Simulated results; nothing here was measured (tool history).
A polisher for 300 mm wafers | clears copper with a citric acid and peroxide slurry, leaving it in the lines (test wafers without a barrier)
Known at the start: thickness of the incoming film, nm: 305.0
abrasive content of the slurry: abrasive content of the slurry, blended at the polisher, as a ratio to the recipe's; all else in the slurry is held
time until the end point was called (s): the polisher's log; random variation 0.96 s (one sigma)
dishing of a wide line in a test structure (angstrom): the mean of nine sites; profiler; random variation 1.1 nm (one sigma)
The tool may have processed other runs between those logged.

| run | hour | flow of slurry (ml/min) | pressure of the wafer on the pad (kPa) | speed of the pad under the wafer (cm/s) | abrasive content of the slurry | overpolish time after the end point (s) | time until the end point was called (s) | dishing of a wide line in a test structure (angstrom) |
|---|---|---|---|---|---|---|---|---|
| 1 | 0.0 | 195 | 19.3 | 94 | 1.0 | 18 | 188.07 | 285.22 |
| 2 | 3.0 | 195 | 22.1 | 94 | 1.0 | 21 | 175.71 | 351.97 |
| 3 | 10.4 | 195 | 22.1 | 106 | 1.0 | 21 | 152.75 | 399.17 |
| 4 | 12.6 | 200 | 24.1 | 106 | 1.0 | 23 | 143.31 | 430.54 |
| 5 | 20.2 | 200 | 24.1 | 106 | 0.8 | 23 | 152.16 | 418.66 |
| 6 | 23.2 | 200 | 24.1 | 106 | 0.8 | 19 | 149.16 | 366.86 |
| 7 | 29.8 | 200 | 26.2 | 108 | 0.8 | 22 | 138.61 | 436.66 |
| 8 | 35.0 | 200 | 26.2 | 108 | 0.8 | 22 | 138.16 | 445.78 |
|  | 35.9 | slurry blender recalibrated |
| 9 | 35.9 | 210 | 29.6 | 108 | 0.8 | 28 | 125.07 | 602.31 |
| 10 | 38.7 | 210 | 29.6 | 110 | 0.8 | 28 | 121.84 | 602.39 |

Run 11, settings as shown, results not yet in. Your forecast:
| 11 | 46.7 | 210 | 29.6 | 110 | 0.8 | 29 | ? | ? |

Run 11 came out at time until the end point was called (s) 120.69, dishing of a wide line in a test structure (angstrom) 606.38.

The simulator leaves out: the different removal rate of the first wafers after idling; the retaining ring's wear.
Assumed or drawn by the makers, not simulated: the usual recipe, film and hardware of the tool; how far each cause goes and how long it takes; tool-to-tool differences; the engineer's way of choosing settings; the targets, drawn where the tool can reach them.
